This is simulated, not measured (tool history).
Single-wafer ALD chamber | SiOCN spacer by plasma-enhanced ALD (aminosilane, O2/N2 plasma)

run,hour,heater temperature setpoint (deg C),number of ALD cycles (cycles),mean film thickness on the monitor wafer (nm)
1,0.0,405,93,5.5405
2,4.3,401,93,5.6204
3,8.9,401,101,6.0695
4,13.9,410,101,5.9102
5,19.1,410,96,5.6203
6,21.3,409,98,5.7848
7,30.4,408,100,5.8862
8,38.0,407,102,6.0260
9,44.1,406,104,6.1524

Estimate the outcome of run 10 from the log above:
10,46.9,405,105,?

mean film thickness on the monitor wafer (nm): 6.2354

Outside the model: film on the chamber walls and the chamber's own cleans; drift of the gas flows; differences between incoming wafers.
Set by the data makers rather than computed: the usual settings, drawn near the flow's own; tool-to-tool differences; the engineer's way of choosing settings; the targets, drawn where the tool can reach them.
